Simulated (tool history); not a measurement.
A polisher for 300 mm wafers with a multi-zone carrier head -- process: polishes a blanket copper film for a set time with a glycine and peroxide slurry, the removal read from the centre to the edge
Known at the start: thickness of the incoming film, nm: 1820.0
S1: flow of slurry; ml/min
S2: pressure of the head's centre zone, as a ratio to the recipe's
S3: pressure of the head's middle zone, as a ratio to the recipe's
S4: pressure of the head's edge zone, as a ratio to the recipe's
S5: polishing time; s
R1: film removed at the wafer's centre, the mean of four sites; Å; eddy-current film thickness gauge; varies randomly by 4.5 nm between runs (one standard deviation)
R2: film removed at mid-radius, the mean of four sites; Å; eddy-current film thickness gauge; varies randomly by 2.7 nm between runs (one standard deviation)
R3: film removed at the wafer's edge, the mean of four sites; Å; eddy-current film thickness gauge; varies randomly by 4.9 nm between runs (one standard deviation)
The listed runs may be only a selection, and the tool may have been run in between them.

run  hour   S1    S2    S3    S4  S5      R1      R2      R3
  1   0.0  165  1.00  1.00  1.00  57  2841.0  2821.7  2870.4
  2   6.8  165  1.00  1.00  1.06  57  2848.8  2800.3  2950.3
  3   8.0  165  1.00  1.00  1.06  67  3300.6  3322.8  3435.4
  4  10.7  165  1.00  1.00  1.06  57  2819.9  2757.5  2958.9
  5  17.2  165  1.00  1.00  1.06  69  3432.8  3402.0  3593.9
  6  25.1  185  1.04  1.02  1.08  70  3655.6  3571.5  3688.9

Forecast run 7:
  7  33.2  195  1.08  1.03  1.10  71   ?   ?   ?

{"run 7": {"R1": 3961.8, "R2": 3648.5, "R3": 3776.3}}
